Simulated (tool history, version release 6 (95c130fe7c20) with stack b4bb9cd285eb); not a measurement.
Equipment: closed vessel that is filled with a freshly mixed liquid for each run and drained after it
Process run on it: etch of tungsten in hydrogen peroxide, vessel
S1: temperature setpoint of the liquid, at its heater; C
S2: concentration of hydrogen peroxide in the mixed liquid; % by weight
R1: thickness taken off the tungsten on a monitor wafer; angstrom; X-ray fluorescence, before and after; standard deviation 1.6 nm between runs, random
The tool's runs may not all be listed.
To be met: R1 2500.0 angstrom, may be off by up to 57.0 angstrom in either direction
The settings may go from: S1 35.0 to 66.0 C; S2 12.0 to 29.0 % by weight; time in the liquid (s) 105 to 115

run 1 day=0.000 | S1=51.0 S2=19.5 time_in_the_liquid_(s)=105 | R1=1411.5
run 2 day=0.167 | S1=51.0 S2=15.5 time_in_the_liquid_(s)=105 | R1=1242.0
run 3 day=0.529 | S1=54.5 S2=15.5 time_in_the_liquid_(s)=105 | R1=1535.2
run 4 day=0.754 | S1=54.5 S2=15.5 time_in_the_liquid_(s)=115 | R1=1670.5
run 5 day=0.792 | S1=54.5 S2=15.5 time_in_the_liquid_(s)=105 | R1=1527.3
run 6 day=0.967 | S1=57.0 S2=15.5 time_in_the_liquid_(s)=105 | R1=1776.4
run 7 day=1.217 | S1=57.0 S2=15.5 time_in_the_liquid_(s)=105 | R1=1764.0
run 8 day=1.421 | S1=57.0 S2=15.5 time_in_the_liquid_(s)=105 | R1=1782.4
run 9 day=1.467 | S1=58.5 S2=15.5 time_in_the_liquid_(s)=105 | R1=1952.5
-- day=1.538 new drum of peroxide connected
run 10 day=1.538 | S1=59.5 S2=15.5 time_in_the_liquid_(s)=105 | R1=2146.3

Next run, 5 choices. One meets every target within its allowed miss, the rest don't. Which?
run A day=1.608 | S1=61.5 S2=15.5 time_in_the_liquid_(s)=110 | R1=?
run B day=1.608 | S1=61.0 S2=15.0 time_in_the_liquid_(s)=110 | R1=?
run C day=1.608 | S1=61.0 S2=16.5 time_in_the_liquid_(s)=105 | R1=?
run D day=1.608 | S1=64.0 S2=12.0 time_in_the_liquid_(s)=115 | R1=?
run E day=1.608 | S1=63.5 S2=13.5 time_in_the_liquid_(s)=110 | R1=?

move=A R1=2510.3
move=B R1=2400.0
move=C R1=2402.7
move=D R1=2659.9
move=E R1=2623.8
A: meets every target
B: nearer the targets than the last run, but a result is still out of spec
C: nearer the targets than the last run, but a result is still out of spec
D: pushes the last run's worst result past its target
E: pushes the last run's worst result past its target
A is the move that brings every result within its allowed miss.

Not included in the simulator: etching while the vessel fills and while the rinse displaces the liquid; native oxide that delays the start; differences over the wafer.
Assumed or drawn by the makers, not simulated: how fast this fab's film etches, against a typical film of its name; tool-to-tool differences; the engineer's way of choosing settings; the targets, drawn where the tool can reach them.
